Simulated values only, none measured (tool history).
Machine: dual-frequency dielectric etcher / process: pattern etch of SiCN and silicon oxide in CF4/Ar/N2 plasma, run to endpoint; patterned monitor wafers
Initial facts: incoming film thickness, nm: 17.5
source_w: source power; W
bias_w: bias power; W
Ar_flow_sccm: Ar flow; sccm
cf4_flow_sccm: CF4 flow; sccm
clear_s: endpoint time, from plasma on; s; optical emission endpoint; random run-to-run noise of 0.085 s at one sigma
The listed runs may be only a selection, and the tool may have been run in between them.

run,hour,source_w,bias_w,Ar_flow_sccm,cf4_flow_sccm,clear_s
1,0,570,66,131,59,18.274
2,9,570,66,121,59,18.112
3,9.7,570,66,121,65,17.857
4,15.3,530,66,121,65,19.022
5,20.7,500,66,121,65,20.073
6,29.2,500,66,121,56,20.552
7,34.3,490,66,121,56,21.015
8,37.4,480,66,121,56,21.413

Expected results for the next run?
9,40.5,450,66,121,56,?

For run 9 the tool returned clear_s 22.907 s.
